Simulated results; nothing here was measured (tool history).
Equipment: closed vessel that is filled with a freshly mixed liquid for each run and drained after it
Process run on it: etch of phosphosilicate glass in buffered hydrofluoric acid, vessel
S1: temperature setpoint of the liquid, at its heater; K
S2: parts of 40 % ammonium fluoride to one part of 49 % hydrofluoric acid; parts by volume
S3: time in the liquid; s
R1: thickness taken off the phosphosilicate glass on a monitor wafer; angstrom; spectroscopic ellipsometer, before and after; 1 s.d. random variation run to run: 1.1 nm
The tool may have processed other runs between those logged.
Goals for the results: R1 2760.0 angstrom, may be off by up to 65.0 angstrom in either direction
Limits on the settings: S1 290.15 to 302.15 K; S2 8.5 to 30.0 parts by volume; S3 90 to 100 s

run	hour	S1	S2	S3	R1
1	0.0	294.15	23.5	90	2097.1
2	8.5	294.15	23.5	90	2105.1
3	17.3	296.15	23.5	90	2357.0
4	21.8	296.65	23.5	90	2421.7
5	23.5	293.15	23.5	90	1969.4
6	31.2	291.15	23.5	90	1775.4
7	34.4	295.15	23.0	90	2251.9
8	42.6	295.65	23.0	90	2303.6
9	46.4	296.15	23.0	90	2395.4
10	47.7	296.65	23.0	90	2437.4
11	54.2	297.15	23.0	90	2511.1

Pick the move, out of 4, that brings all results within their allowed miss; only one does.
A	60.7	296.65	27.0	100	?
B	60.7	297.65	23.0	95	?
C	60.7	295.15	23.0	90	?
D	60.7	298.15	23.5	90	?

move	R1
A	2428.7
B	2721.9
C	2246.9
D	2611.1
A: the biggest miss grows against the last run
B: meets every target
C: the biggest miss grows against the last run
D: better than the last run, though not everything is in spec
Answer: B
